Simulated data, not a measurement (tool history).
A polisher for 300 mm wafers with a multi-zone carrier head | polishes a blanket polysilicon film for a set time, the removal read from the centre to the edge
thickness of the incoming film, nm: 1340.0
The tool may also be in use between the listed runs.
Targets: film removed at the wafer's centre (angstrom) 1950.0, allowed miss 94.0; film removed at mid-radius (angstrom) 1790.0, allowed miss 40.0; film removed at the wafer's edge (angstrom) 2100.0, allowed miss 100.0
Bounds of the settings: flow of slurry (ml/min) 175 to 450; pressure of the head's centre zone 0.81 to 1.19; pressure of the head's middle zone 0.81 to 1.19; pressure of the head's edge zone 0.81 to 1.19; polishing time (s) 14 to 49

run	hour	flow of slurry (ml/min)	pressure of the head's centre zone	pressure of the head's middle zone	pressure of the head's edge zone	polishing time (s)	film removed at the wafer's centre (angstrom)	film removed at mid-radius (angstrom)	film removed at the wafer's edge (angstrom)
1	0.0	290	1.00	1.00	1.00	31	2764.6	2911.7	2927.6
2	3.4	290	0.92	1.00	1.00	31	2536.3	2883.1	2874.9
3	12.3	220	0.92	1.00	1.00	31	2403.1	2774.7	2845.7
4	18.2	220	0.93	0.96	0.98	29	2223.7	2540.9	2642.5
5	27.0	225	0.97	0.93	0.99	27	2252.7	2302.7	2392.1
6	34.5	215	0.96	0.90	1.01	26	2141.7	2127.5	2320.6
7	43.2	215	0.96	0.88	1.01	25	2016.7	2001.0	2282.9
8	49.2	210	0.97	0.87	1.00	25	2038.2	1980.2	2226.5
9	50.7	210	0.97	0.86	1.00	25	2049.4	1954.5	2278.2
10	56.7	205	0.97	0.82	0.92	23	1868.0	1734.2	1946.3
11	64.0	210	0.97	0.82	0.94	23	1868.8	1738.9	1983.5
12	67.5	215	0.97	0.82	0.95	23	1849.9	1758.0	2044.4

4 next moves are on the table. One of them brings every result within its allowed miss. Which?
A	71.0	195	0.94	0.87	0.97	23	?	?	?
B	71.0	175	1.00	0.83	1.01	24	?	?	?
C	71.0	275	0.93	0.90	0.86	22	?	?	?
D	71.0	180	0.93	0.92	0.90	23	?	?	?

move	film removed at the wafer's centre (angstrom)	film removed at mid-radius (angstrom)	film removed at the wafer's edge (angstrom)
A	1780.7	1805.8	2062.5
B	1916.7	1775.0	2162.6
C	1784.5	1867.7	1936.1
D	1735.0	1863.4	1968.5
A: further off than the last run
B: meets every target
C: further off than the last run
D: further off than the last run
Move B is the one to make.
